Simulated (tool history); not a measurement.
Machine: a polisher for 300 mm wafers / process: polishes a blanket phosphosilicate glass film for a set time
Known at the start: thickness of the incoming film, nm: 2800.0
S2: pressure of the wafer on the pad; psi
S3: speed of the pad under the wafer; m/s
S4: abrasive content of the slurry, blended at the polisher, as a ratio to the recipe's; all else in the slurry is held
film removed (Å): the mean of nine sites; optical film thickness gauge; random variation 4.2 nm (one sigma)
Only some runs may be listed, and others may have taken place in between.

{"run": 1, "hour": 0.0, "flow of slurry (ml/min)": 130, "S2": 2.4, "S3": 0.92, "S4": 1, "polishing time (s)": 125, "film removed (Å)": 7185.4}
{"run": 2, "hour": 7.4, "flow of slurry (ml/min)": 105, "S2": 2.4, "S3": 0.92, "S4": 1, "polishing time (s)": 125, "film removed (Å)": 6750.6}
{"run": 3, "hour": 10.9, "flow of slurry (ml/min)": 105, "S2": 2.4, "S3": 1.08, "S4": 1, "polishing time (s)": 125, "film removed (Å)": 7319.6}
{"run": 4, "hour": 18.1, "flow of slurry (ml/min)": 105, "S2": 2.8, "S3": 1.08, "S4": 1, "polishing time (s)": 125, "film removed (Å)": 8781.5}
{"run": 5, "hour": 23.5, "flow of slurry (ml/min)": 80, "S2": 2.8, "S3": 1.08, "S4": 1, "polishing time (s)": 125, "film removed (Å)": 7864.3}
{"run": 6, "hour": 25.4, "flow of slurry (ml/min)": 80, "S2": 2.4, "S3": 1, "S4": 1, "polishing time (s)": 125, "film removed (Å)": 6691.3}

Expected results for the next run?
{"run": 7, "hour": 30.9, "flow of slurry (ml/min)": 80, "S2": 2.1, "S3": 0.9, "S4": 0.95, "polishing time (s)": 125, "film removed (Å)": "?"}

film removed (Å): 5298.8

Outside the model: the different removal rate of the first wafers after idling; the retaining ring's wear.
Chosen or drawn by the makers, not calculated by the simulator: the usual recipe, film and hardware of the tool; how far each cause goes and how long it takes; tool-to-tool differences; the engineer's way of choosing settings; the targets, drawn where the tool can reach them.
